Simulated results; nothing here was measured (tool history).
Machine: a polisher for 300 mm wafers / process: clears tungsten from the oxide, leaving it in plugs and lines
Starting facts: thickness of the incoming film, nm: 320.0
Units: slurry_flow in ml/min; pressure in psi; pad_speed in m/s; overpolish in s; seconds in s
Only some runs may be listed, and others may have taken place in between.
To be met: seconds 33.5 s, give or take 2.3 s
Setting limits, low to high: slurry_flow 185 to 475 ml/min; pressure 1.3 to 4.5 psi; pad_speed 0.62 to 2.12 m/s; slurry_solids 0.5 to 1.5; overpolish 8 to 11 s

run 1 day=0 | slurry_flow=305 pressure=2.9 pad_speed=1.36 slurry_solids=1 overpolish=11 | seconds=54.218
run 2 day=0.188 | slurry_flow=305 pressure=3.2 pad_speed=1.38 slurry_solids=1 overpolish=11 | seconds=48.293
run 3 day=0.529 | slurry_flow=335 pressure=3.2 pad_speed=1.38 slurry_solids=1 overpolish=11 | seconds=50.548
run 4 day=0.829 | slurry_flow=330 pressure=3.5 pad_speed=1.4 slurry_solids=1 overpolish=11 | seconds=44.506
run 5 day=1.004 | slurry_flow=330 pressure=2.9 pad_speed=1.4 slurry_solids=1 overpolish=11 | seconds=52.568
run 6 day=1.042 | slurry_flow=330 pressure=3.2 pad_speed=1.44 slurry_solids=1 overpolish=11 | seconds=45.825
run 7 day=1.308 | slurry_flow=330 pressure=3.4 pad_speed=1.46 slurry_solids=1 overpolish=11 | seconds=44.269
run 8 day=1.638 | slurry_flow=330 pressure=3.6 pad_speed=1.48 slurry_solids=1 overpolish=11 | seconds=42.57
run 9 day=1.704 | slurry_flow=330 pressure=3.8 pad_speed=1.52 slurry_solids=1 overpolish=11 | seconds=39.706
run 10 day=1.85 | slurry_flow=330 pressure=3.9 pad_speed=1.54 slurry_solids=1 overpolish=11 | seconds=39.972
run 11 day=1.9 | slurry_flow=330 pressure=4 pad_speed=1.6 slurry_solids=1 overpolish=11 | seconds=36.322

Consider the 5 candidate settings below. Which is the only one whose results all fall within their allowed miss of target?
run A day=1.95 | slurry_flow=280 pressure=4.5 pad_speed=1.44 slurry_solids=0.75 overpolish=8 | seconds=?
run B day=1.95 | slurry_flow=345 pressure=3.8 pad_speed=1.44 slurry_solids=0.9 overpolish=8 | seconds=?
run C day=1.95 | slurry_flow=340 pressure=4.3 pad_speed=1.48 slurry_solids=0.7 overpolish=11 | seconds=?
run D day=1.95 | slurry_flow=325 pressure=3.9 pad_speed=1.44 slurry_solids=1 overpolish=11 | seconds=?
run E day=1.95 | slurry_flow=315 pressure=4.2 pad_speed=1.54 slurry_solids=1.35 overpolish=11 | seconds=?

move=A seconds=40.3
move=B seconds=42.817
move=C seconds=40.728
move=D seconds=41.009
move=E seconds=33.656
A: further off than the last run
B: further off than the last run
C: further off than the last run
D: further off than the last run
E: hits every target within its allowed miss
Answer: E
